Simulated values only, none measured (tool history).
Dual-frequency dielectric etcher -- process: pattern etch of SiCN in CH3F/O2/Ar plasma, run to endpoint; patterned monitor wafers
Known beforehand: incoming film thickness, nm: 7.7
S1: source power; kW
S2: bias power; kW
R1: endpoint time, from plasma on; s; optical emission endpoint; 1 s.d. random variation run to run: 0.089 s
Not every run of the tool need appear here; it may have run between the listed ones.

| run | hour | S1 | S2 | R1 |
|---|---|---|---|---|
| 1 | 0.0 | 0.430 | 0.061 | 21.037 |
| 2 | 5.3 | 0.480 | 0.061 | 20.475 |
| 3 | 6.0 | 0.420 | 0.061 | 21.527 |
| 4 | 6.8 | 0.440 | 0.061 | 21.100 |
| 5 | 9.1 | 0.440 | 0.070 | 20.154 |
| 6 | 11.3 | 0.440 | 0.062 | 20.993 |
| 7 | 16.1 | 0.460 | 0.062 | 20.745 |
| 8 | 22.1 | 0.470 | 0.062 | 20.657 |

Forecast run 9:
| 9 | 27.4 | 0.480 | 0.062 | ? |

Run 9 gave R1 20.385 s.

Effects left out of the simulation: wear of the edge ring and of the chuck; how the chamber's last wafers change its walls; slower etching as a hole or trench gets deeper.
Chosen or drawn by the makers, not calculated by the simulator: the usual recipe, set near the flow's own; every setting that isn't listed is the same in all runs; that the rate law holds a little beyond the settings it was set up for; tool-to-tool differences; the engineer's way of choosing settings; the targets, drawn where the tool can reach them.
